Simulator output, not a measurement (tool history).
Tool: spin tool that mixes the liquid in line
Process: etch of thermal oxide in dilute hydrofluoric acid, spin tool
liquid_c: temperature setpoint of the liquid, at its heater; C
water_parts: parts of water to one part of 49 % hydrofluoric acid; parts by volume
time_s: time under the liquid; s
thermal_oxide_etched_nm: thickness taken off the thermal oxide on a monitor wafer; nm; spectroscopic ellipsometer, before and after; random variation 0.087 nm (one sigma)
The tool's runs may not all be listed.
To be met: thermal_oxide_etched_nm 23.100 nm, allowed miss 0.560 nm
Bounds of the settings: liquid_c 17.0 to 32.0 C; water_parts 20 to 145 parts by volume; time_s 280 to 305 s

run 1 hour=0.0 | liquid_c=24.0 water_parts=80 time_s=280 | thermal_oxide_etched_nm=16.766
run 2 hour=4.9 | liquid_c=26.5 water_parts=80 time_s=280 | thermal_oxide_etched_nm=18.503
run 3 hour=13.8 | liquid_c=26.5 water_parts=100 time_s=280 | thermal_oxide_etched_nm=14.354
run 4 hour=14.4 | liquid_c=28.0 water_parts=100 time_s=280 | thermal_oxide_etched_nm=15.179
run 5 hour=15.4 | liquid_c=28.0 water_parts=115 time_s=280 | thermal_oxide_etched_nm=13.023
run 6 hour=18.2 | liquid_c=28.0 water_parts=100 time_s=280 | thermal_oxide_etched_nm=15.231
run 7 hour=25.0 | liquid_c=29.0 water_parts=90 time_s=280 | thermal_oxide_etched_nm=17.825
run 8 hour=32.9 | liquid_c=30.0 water_parts=85 time_s=280 | thermal_oxide_etched_nm=19.784
run 9 hour=38.9 | liquid_c=30.5 water_parts=85 time_s=280 | thermal_oxide_etched_nm=20.134

5 next moves are on the table. One of them brings every result within its allowed miss. Which?
run A hour=44.9 | liquid_c=32.0 water_parts=85 time_s=290 | thermal_oxide_etched_nm=?
run B hour=44.9 | liquid_c=31.5 water_parts=85 time_s=290 | thermal_oxide_etched_nm=?
run C hour=44.9 | liquid_c=30.0 water_parts=80 time_s=290 | thermal_oxide_etched_nm=?
run D hour=44.9 | liquid_c=29.0 water_parts=80 time_s=295 | thermal_oxide_etched_nm=?
run E hour=44.9 | liquid_c=30.5 water_parts=75 time_s=280 | thermal_oxide_etched_nm=?

move=A thermal_oxide_etched_nm=21.881
move=B thermal_oxide_etched_nm=21.475
move=C thermal_oxide_etched_nm=21.719
move=D thermal_oxide_etched_nm=21.263
move=E thermal_oxide_etched_nm=22.968
A: nearer than the last run, and not there yet
B: nearer than the last run, and not there yet
C: nearer than the last run, and not there yet
D: nearer than the last run, and not there yet
E: meets every target
The right move is E.
